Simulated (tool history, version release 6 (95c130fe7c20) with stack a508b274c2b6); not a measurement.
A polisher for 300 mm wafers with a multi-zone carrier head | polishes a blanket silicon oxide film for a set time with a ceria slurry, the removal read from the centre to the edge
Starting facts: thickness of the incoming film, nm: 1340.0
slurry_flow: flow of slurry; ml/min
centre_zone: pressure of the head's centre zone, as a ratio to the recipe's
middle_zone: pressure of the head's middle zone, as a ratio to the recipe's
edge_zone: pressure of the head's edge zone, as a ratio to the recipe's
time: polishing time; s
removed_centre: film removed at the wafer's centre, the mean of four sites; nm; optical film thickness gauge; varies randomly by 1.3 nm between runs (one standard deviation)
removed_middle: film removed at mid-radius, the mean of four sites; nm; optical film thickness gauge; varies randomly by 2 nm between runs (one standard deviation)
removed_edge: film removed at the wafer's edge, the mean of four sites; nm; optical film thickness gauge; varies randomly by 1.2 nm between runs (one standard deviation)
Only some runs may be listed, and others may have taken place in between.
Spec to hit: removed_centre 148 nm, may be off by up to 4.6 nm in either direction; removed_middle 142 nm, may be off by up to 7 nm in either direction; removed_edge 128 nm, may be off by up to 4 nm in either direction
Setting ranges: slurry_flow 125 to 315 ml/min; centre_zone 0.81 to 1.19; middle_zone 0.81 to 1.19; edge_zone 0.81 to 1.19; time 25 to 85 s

run  hour  slurry_flow  centre_zone  middle_zone  edge_zone  time  removed_centre  removed_middle  removed_edge
  1     0          205            1            1          1    55          200.74          190.46        197.01
  2   3.5          205         1.08            1          1    55          213.74          196.03        193.84
  3     8          205         1.08         1.01       0.97    51          198.46          183.54        177.76
  4   9.4          200         1.08         1.01       0.95    48          184.18           169.8        163.95
  5  17.3          235         1.08         1.01       0.95    48           189.9          171.94        168.19
  6  24.7          225         1.07         1.01       0.92    46          179.69          165.96        159.29
  7  28.8          215         1.07         1.01        0.9    44          169.45          159.24        149.61
  8  31.5          205         1.07            1       0.88    43          164.57          150.96        141.98
  9  35.2          195         1.06            1       0.87    43          163.52          153.33        142.16
 10    42          195         1.04            1       0.82    37          137.64          129.97        118.88
     49.8  -- edge zone pressure recalibrated
 11  49.8          205         1.05         1.01       0.83    37          141.98          129.61        119.87
 12  58.3          205         1.05         1.03       0.85    37           141.1          130.43        120.76
 13  61.8          205         1.05         1.04       0.85    38          144.29          141.46         123.9
 14  70.7          210         1.05         1.04       0.85    38          145.04          138.87        123.33
 15  76.3          215         1.05         1.04       0.86    38          144.62           141.3        123.34

Consider the 4 candidate settings below. Which is the only one whose results all fall within their allowed miss of target?
  A  81.9          190         1.04         1.02       0.85    40               ?               ?             ?
  B  81.9          210         1.03         1.13       0.89    37               ?               ?             ?
  C  81.9          205         1.01         1.02       0.91    38               ?               ?             ?
  D  81.9          180            1         1.01       0.89    40               ?               ?             ?

move  removed_centre  removed_middle  removed_edge
   A          149.77          141.73         127.1
   B          139.78          145.38        121.04
   C          140.07          136.32         125.3
   D          142.44          139.26        128.63
A: all results in spec
B: lands further from the targets than the last run did
C: meets the target for the result that was furthest off, but another lies outside its allowed miss
D: meets the target for the result that was furthest off, but another lies outside its allowed miss
The right move is A.

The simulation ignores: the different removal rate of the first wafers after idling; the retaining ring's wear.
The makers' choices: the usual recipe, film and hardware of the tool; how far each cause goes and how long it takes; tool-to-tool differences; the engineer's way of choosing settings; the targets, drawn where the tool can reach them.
